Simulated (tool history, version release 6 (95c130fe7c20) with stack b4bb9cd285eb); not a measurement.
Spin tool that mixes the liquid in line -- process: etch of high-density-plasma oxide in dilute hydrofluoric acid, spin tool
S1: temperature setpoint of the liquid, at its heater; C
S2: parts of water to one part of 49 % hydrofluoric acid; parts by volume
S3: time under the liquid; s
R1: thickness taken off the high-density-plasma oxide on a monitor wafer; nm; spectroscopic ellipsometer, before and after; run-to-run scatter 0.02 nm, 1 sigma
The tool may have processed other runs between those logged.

run 1 hour=0.0 | S1=24.0 S2=195 S3=305 | R1=7.2166
run 2 hour=2.5 | S1=26.0 S2=195 S3=305 | R1=7.8220
run 3 hour=4.7 | S1=26.0 S2=195 S3=330 | R1=8.4378
run 4 hour=11.9 | S1=26.0 S2=250 S3=330 | R1=6.1760
run 5 hour=18.2 | S1=26.0 S2=250 S3=305 | R1=5.7867
run 6 hour=20.9 | S1=26.0 S2=200 S3=305 | R1=7.6136

Run 7 comes next. What will it give?
run 7 hour=23.1 | S1=23.5 S2=210 S3=305 | R1=?

{"run 7": {"R1": 6.4814}}

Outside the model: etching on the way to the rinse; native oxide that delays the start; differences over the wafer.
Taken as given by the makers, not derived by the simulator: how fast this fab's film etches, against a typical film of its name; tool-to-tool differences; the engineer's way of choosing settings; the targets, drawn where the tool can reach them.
